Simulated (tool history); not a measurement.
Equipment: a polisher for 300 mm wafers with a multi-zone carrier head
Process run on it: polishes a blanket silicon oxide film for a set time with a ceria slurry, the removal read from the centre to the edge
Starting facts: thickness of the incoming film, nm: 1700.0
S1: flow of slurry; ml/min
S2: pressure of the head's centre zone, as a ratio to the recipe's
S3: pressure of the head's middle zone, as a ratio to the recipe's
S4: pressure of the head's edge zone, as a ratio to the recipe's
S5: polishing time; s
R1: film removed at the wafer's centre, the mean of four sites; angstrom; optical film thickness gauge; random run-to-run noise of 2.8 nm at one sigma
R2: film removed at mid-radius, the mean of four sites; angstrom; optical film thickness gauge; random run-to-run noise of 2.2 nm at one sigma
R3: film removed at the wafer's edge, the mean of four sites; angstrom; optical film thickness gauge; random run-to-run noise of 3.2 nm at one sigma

run 1 hour=0.0 | S1=300 S2=1.00 S3=1.00 S4=1.00 S5=37 | R1=2335.1 R2=2330.0 R3=2430.9
run 2 hour=7.1 | S1=300 S2=1.00 S3=1.00 S4=1.00 S5=33 | R1=2087.6 R2=2066.6 R3=2137.9
run 3 hour=9.2 | S1=300 S2=1.00 S3=1.05 S4=1.00 S5=33 | R1=2109.8 R2=2148.8 R3=2125.9
run 4 hour=11.7 | S1=300 S2=0.93 S3=1.05 S4=1.00 S5=33 | R1=1948.3 R2=2165.0 R3=2108.1
run 5 hour=14.5 | S1=245 S2=0.93 S3=1.05 S4=1.00 S5=33 | R1=1887.9 R2=2100.8 R3=2090.9
run 6 hour=17.1 | S1=250 S2=0.97 S3=1.06 S4=1.04 S5=37 | R1=2204.5 R2=2404.0 R3=2397.1
run 7 hour=20.2 | S1=250 S2=0.97 S3=1.06 S4=1.04 S5=37 | R1=2240.0 R2=2402.2 R3=2407.4
run 8 hour=25.4 | S1=250 S2=1.00 S3=1.07 S4=1.07 S5=39 | R1=2417.8 R2=2584.6 R3=2591.7
run 9 hour=34.2 | S1=255 S2=1.03 S3=1.07 S4=1.10 S5=41 | R1=2646.6 R2=2719.0 R3=2707.3
run 10 hour=42.2 | S1=245 S2=1.04 S3=1.06 S4=1.10 S5=43 | R1=2766.8 R2=2764.0 R3=2854.5

Expected results for the next run?
run 11 hour=44.1 | S1=265 S2=1.05 S3=1.06 S4=1.12 S5=44 | R1=? R2=? R3=?

Run 11 came out at R1 2867.0 angstrom, R2 2881.5 angstrom, R3 2962.7 angstrom.
